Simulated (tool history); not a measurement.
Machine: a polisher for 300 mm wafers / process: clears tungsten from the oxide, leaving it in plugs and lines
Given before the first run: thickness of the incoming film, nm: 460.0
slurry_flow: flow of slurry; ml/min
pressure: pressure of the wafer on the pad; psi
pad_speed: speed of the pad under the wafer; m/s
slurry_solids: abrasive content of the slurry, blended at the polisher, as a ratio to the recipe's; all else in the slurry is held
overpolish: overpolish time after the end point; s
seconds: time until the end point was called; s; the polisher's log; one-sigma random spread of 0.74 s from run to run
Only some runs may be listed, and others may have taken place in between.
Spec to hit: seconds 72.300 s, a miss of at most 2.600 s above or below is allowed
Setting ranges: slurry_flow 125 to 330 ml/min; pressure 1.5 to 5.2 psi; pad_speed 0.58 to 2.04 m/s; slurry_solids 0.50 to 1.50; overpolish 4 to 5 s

Run 1, day 0.000: slurry_flow 210 ml/min, pressure 3.3 psi, pad_speed 1.30 m/s, slurry_solids 1.00, overpolish 5 s. Result: seconds 114.260 s.
Run 2, day 0.292: slurry_flow 210 ml/min, pressure 3.7 psi, pad_speed 1.30 m/s, slurry_solids 1.00, overpolish 5 s. Result: seconds 103.490 s.
Run 3, day 0.408: slurry_flow 210 ml/min, pressure 3.7 psi, pad_speed 1.30 m/s, slurry_solids 1.10, overpolish 5 s. Result: seconds 102.040 s.
Run 4, day 0.704: slurry_flow 210 ml/min, pressure 3.7 psi, pad_speed 1.04 m/s, slurry_solids 1.10, overpolish 5 s. Result: seconds 116.430 s.
At day 0.950: worn pad replaced by a new one.
Run 5, day 0.950: slurry_flow 215 ml/min, pressure 4.2 psi, pad_speed 1.06 m/s, slurry_solids 1.10, overpolish 5 s. Result: seconds 90.790 s.
Run 6, day 1.112: slurry_flow 230 ml/min, pressure 4.3 psi, pad_speed 1.06 m/s, slurry_solids 1.10, overpolish 5 s. Result: seconds 87.598 s.
Run 7, day 1.417: slurry_flow 245 ml/min, pressure 4.4 psi, pad_speed 1.06 m/s, slurry_solids 1.10, overpolish 5 s. Result: seconds 85.985 s.
Run 8, day 1.533: slurry_flow 245 ml/min, pressure 4.5 psi, pad_speed 1.06 m/s, slurry_solids 1.10, overpolish 5 s. Result: seconds 84.437 s.

Below are 4 possible settings for the next run. Only one of them brings all results inside the allowed miss of their targets. Which is it?
Run A, day 1.650: slurry_flow 225 ml/min, pressure 5.1 psi, pad_speed 1.00 m/s, slurry_solids 1.05, overpolish 4 s. Result: seconds ?.
Run B, day 1.650: slurry_flow 305 ml/min, pressure 3.8 psi, pad_speed 0.76 m/s, slurry_solids 1.30, overpolish 4 s. Result: seconds ?.
Run C, day 1.650: slurry_flow 260 ml/min, pressure 4.2 psi, pad_speed 1.00 m/s, slurry_solids 1.05, overpolish 5 s. Result: seconds ?.
Run D, day 1.650: slurry_flow 270 ml/min, pressure 4.4 psi, pad_speed 1.30 m/s, slurry_solids 1.20, overpolish 4 s. Result: seconds ?.

move  seconds
   A   77.777
   B  111.750
   C   92.545
   D   72.482
A: nearer than the last run, and not there yet
B: lands further from the targets than the last run did
C: lands further from the targets than the last run did
D: in spec on every target
Correct choice: D, which meets every target
